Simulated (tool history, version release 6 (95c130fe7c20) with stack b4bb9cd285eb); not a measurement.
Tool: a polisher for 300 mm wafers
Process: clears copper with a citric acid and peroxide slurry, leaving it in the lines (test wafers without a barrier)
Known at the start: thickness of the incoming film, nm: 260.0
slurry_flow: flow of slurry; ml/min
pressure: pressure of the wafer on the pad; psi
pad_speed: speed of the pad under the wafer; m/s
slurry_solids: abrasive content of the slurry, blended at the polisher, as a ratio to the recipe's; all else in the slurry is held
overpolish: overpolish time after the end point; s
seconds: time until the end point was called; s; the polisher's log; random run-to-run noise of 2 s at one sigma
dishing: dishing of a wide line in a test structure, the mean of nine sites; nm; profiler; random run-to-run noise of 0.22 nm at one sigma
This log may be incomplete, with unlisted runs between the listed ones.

run 1 hour=0 | slurry_flow=300 pressure=2.2 pad_speed=1.12 slurry_solids=1 overpolish=9 | seconds=144.98 dishing=12.531
run 2 hour=6 | slurry_flow=300 pressure=1.8 pad_speed=1.12 slurry_solids=1 overpolish=9 | seconds=173.47 dishing=10.972
run 3 hour=10.2 | slurry_flow=300 pressure=1.7 pad_speed=1.12 slurry_solids=1 overpolish=9 | seconds=178.95 dishing=10.228
run 4 hour=17 | slurry_flow=300 pressure=1.7 pad_speed=1.12 slurry_solids=1.1 overpolish=9 | seconds=176.25 dishing=10.651
run 5 hour=20.6 | slurry_flow=300 pressure=2.2 pad_speed=1.12 slurry_solids=1.1 overpolish=9 | seconds=142.86 dishing=13.013
run 6 hour=23.9 | slurry_flow=350 pressure=2.2 pad_speed=1.12 slurry_solids=1.1 overpolish=9 | seconds=142.11 dishing=13.079

What does the tool deliver on the next run?
run 7 hour=27.3 | slurry_flow=350 pressure=2 pad_speed=1.12 slurry_solids=1.1 overpolish=9 | seconds=? dishing=?

seconds: 151.9 s
dishing: 12.2 nm
